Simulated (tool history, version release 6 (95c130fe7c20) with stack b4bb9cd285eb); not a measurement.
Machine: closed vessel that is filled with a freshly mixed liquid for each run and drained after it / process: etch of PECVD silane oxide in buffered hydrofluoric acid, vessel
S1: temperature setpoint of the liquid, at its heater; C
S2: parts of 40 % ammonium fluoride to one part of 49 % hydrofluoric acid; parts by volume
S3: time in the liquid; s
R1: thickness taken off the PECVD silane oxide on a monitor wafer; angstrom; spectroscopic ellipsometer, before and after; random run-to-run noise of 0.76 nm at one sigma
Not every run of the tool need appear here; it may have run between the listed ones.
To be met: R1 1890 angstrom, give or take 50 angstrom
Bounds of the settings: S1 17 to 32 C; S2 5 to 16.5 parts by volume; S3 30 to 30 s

run  hour    S1   S2  S3      R1
  1     0    24   10  30  1088.1
  2   8.2    24   10  30  1084.3
  3   9.4    26  9.5  30  1248.9
  4  12.1    23  9.5  30  1055.3
  5  14.6    25  9.5  30    1184
  6  16.4  23.5  9.5  30  1092.2
  7  24.3  25.5    9  30  1260.5
  8  33.3    27    9  30  1359.3

Which single option among these 5 for the next run brings every result within its allowed miss of target? Just one does.
  A  42.3  28.5  7.5  30   ?
  B  42.3    24  5.5  30   ?
  C  42.3  26.5    7  30   ?
  D  42.3    30    8  30   ?
  E  42.3    23  5.5  30   ?

move      R1
   A  1811.8
   B  1886.2
   C  1754.7
   D  1828.6
   E    1786
A: nearer than the last run, and not there yet
B: each result inside its tolerance
C: nearer than the last run, and not there yet
D: nearer than the last run, and not there yet
E: nearer than the last run, and not there yet
Correct choice: B, which meets every target
